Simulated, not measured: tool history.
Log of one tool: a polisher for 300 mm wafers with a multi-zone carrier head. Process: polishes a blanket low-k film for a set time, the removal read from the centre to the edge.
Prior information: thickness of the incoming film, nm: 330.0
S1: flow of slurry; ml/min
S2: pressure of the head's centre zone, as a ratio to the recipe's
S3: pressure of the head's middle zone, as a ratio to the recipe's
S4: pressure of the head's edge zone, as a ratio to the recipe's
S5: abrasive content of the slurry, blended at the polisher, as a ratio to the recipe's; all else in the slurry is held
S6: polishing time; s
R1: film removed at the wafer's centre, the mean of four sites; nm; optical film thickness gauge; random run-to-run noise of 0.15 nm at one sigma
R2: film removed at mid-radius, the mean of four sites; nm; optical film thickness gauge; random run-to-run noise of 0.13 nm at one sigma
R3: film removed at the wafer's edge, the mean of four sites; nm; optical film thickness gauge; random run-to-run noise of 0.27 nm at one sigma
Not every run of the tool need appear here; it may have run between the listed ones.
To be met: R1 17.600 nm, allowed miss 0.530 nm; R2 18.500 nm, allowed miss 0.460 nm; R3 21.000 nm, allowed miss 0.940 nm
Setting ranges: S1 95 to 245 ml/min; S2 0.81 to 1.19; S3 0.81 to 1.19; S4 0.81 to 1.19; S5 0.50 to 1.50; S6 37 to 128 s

run 1 day=0.000 | S1=155 S2=1.00 S3=1.00 S4=1.00 S5=1.00 S6=82 | R1=40.259 R2=41.164 R3=41.743
run 2 day=0.158 | S1=150 S2=0.98 S3=0.98 S4=0.99 S5=0.95 S6=78 | R1=36.893 R2=36.634 R3=38.503
run 3 day=0.496 | S1=135 S2=0.98 S3=0.98 S4=0.99 S5=0.95 S6=78 | R1=36.370 R2=36.056 R3=38.291
run 4 day=0.771 | S1=165 S2=0.98 S3=0.98 S4=0.99 S5=0.95 S6=78 | R1=38.127 R2=37.802 R3=38.694
run 5 day=1.046 | S1=155 S2=0.96 S3=0.98 S4=0.99 S5=0.90 S6=74 | R1=34.025 R2=34.846 R3=35.581
run 6 day=1.229 | S1=155 S2=0.96 S3=0.98 S4=0.99 S5=0.90 S6=67 | R1=30.779 R2=30.981 R3=31.128
run 7 day=1.400 | S1=150 S2=0.94 S3=0.97 S4=1.00 S5=0.85 S6=65 | R1=28.390 R2=29.021 R3=30.233
run 8 day=1.712 | S1=145 S2=0.93 S3=0.96 S4=1.00 S5=0.80 S6=64 | R1=26.764 R2=27.693 R3=28.803
run 9 day=1.838 | S1=140 S2=0.92 S3=0.95 S4=0.99 S5=0.75 S6=63 | R1=25.190 R2=25.403 R3=26.937
run 10 day=2.121 | S1=135 S2=0.91 S3=0.95 S4=0.99 S5=0.70 S6=63 | R1=23.868 R2=24.410 R3=25.316

Exercise: of the 4 proposed moves below, exactly one satisfies all targets within the stated allowed misses. Which move is it?
run A day=2.404 | S1=125 S2=0.81 S3=0.85 S4=0.93 S5=0.80 S6=49 | R1=? R2=? R3=?
run B day=2.404 | S1=135 S2=0.98 S3=0.98 S4=1.02 S5=0.50 S6=56 | R1=? R2=? R3=?
run C day=2.404 | S1=95 S2=0.93 S3=0.91 S4=1.11 S5=0.75 S6=50 | R1=? R2=? R3=?
run D day=2.404 | S1=115 S2=0.82 S3=0.81 S4=1.11 S5=0.85 S6=50 | R1=? R2=? R3=?

move=A R1=17.834 R2=18.512 R3=21.104
move=B R1=17.737 R2=17.792 R3=18.784
move=C R1=17.508 R2=17.549 R3=20.845
move=D R1=18.462 R2=18.438 R3=23.310
A: each result inside its tolerance
B: takes the result that was furthest off past its target
C: takes the result that was furthest off past its target
D: corrects the largest miss of the last run, while another result sits out of spec
Correct choice: A, which meets every target
